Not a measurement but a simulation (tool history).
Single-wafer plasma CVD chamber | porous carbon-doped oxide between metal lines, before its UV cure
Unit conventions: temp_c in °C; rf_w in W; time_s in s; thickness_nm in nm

{"run": 1, "hour": 0.0, "temp_c": 280, "rf_w": 530, "time_s": 20.9, "thickness_nm": 140.22}
{"run": 2, "hour": 8.6, "temp_c": 287, "rf_w": 500, "time_s": 20.9, "thickness_nm": 128.72}
{"run": 3, "hour": 10.8, "temp_c": 287, "rf_w": 500, "time_s": 20.9, "thickness_nm": 128.32}
{"run": 4, "hour": 11.4, "temp_c": 292, "rf_w": 485, "time_s": 20.9, "thickness_nm": 122.16}
{"run": 5, "hour": 17.3, "temp_c": 292, "rf_w": 485, "time_s": 20.9, "thickness_nm": 121.63}
{"run": 6, "hour": 18.4, "temp_c": 295, "rf_w": 480, "time_s": 20.9, "thickness_nm": 119.52}
{"run": 7, "hour": 21.0, "temp_c": 304, "rf_w": 435, "time_s": 20.9, "thickness_nm": 103.96}

For run 8, what comes out?
{"run": 8, "hour": 22.2, "temp_c": 304, "rf_w": 435, "time_s": 20.9, "thickness_nm": "?"}

Logged for run 8: thickness_nm 104.62 nm.
